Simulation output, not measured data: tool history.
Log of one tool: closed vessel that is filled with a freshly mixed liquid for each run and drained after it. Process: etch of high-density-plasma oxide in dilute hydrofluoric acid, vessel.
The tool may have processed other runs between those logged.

run,hour,temperature setpoint of the liquid (°C),parts of water to one part of 49 % hydrofluoric acid (parts by volume),time in the liquid (s),thickness taken off the high-density-plasma oxide on a monitor wafer (Å)
1,0,22,45,490,566.35
2,8.5,22,45,530,619.13
3,17.5,24,40,530,766.81
4,22,24,40,530,760.22
5,25.3,21.5,40,530,694.82
6,27.6,23.5,35,530,869.96
7,32.2,25,35,530,924.26
8,35.4,26.5,35,530,981.8
9,36.6,27.5,35,530,1016.7
10,43.8,28,35,530,1042.6
11,45.8,28,35,530,1045.4

Expected results for the next run?
12,46.9,28.5,35,530,?

Run 12 yielded thickness taken off the high-density-plasma oxide on a monitor wafer (Å) 1057.1.
